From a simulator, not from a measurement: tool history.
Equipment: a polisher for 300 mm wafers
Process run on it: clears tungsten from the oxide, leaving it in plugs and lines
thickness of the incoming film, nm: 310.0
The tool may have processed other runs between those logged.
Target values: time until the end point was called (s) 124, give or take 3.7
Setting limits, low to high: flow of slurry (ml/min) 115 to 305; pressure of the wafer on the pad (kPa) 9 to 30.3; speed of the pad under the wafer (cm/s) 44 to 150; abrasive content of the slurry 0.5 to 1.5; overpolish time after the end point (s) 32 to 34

| run | hour | flow of slurry (ml/min) | pressure of the wafer on the pad (kPa) | speed of the pad under the wafer (cm/s) | abrasive content of the slurry | overpolish time after the end point (s) | time until the end point was called (s) |
|---|---|---|---|---|---|---|---|
| 1 | 0 | 195 | 19.3 | 96 | 1 | 32 | 90.141 |
| 2 | 2.2 | 195 | 19.3 | 96 | 1 | 34 | 90.808 |
| 3 | 5.1 | 190 | 17.9 | 96 | 1 | 34 | 98.515 |
| 4 | 13.4 | 185 | 17.2 | 96 | 1 | 34 | 102.2 |
| 5 | 15.5 | 185 | 20.7 | 96 | 1 | 34 | 84.065 |
| 6 | 19.1 | 185 | 20.7 | 96 | 1 | 34 | 85.007 |
| 7 | 27.1 | 180 | 18.6 | 96 | 1 | 34 | 94.956 |
| 8 | 31.3 | 180 | 17.2 | 96 | 1 | 34 | 103.59 |
| 9 | 35.5 | 170 | 16.5 | 96 | 1 | 34 | 107.87 |
| 10 | 39.2 | 165 | 15.9 | 96 | 1 | 34 | 112.65 |
| 11 | 46.1 | 160 | 15.2 | 96 | 1 | 34 | 118.25 |
| 12 | 53 | 155 | 15.2 | 96 | 1 | 34 | 118.82 |
| 13 | 54.3 | 150 | 15.2 | 96 | 1 | 34 | 116.76 |

4 candidate next runs follow, results not yet known. Just one meets every target within its allowed miss. Identify it.
| A | 55.6 | 115 | 15.2 | 100 | 0.85 | 34 | ? |
| B | 55.6 | 135 | 16.5 | 104 | 0.95 | 33 | ? |
| C | 55.6 | 155 | 14.5 | 100 | 1.05 | 34 | ? |
| D | 55.6 | 115 | 15.9 | 104 | 1.1 | 34 | ? |

| move | time until the end point was called (s) |
|---|---|
| A | 124.39 |
| B | 103.97 |
| C | 117.21 |
| D | 108.66 |
A: all results in spec
B: lands further from the targets than the last run did
C: gains on the last run, yet a result remains outside its allowed miss
D: lands further from the targets than the last run did
Answer: A

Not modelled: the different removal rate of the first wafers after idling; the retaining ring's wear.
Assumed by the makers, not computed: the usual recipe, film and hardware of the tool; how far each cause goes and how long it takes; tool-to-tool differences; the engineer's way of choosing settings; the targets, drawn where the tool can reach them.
